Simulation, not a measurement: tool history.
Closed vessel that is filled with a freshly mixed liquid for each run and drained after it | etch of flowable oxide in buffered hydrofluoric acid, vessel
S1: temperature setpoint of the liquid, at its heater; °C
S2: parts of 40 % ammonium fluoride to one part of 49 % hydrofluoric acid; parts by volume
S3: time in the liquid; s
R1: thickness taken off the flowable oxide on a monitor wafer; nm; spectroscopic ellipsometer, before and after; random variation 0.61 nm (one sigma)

run  hour    S1    S2  S3      R1
  1   0.0  21.0  16.5  30  39.791
  2   3.0  22.0  15.5  30  44.963
  3  11.1  23.0  15.0  30  48.611
  4  20.1  24.5  15.0  30  53.245
  5  28.5  25.0  14.5  30  56.988
  6  34.8  28.0  14.5  30  66.297
  7  35.8  28.0  14.0  30  69.728

Forecast run 8:
  8  36.4  28.0  13.5  30   ?

R1: 71.509 nm
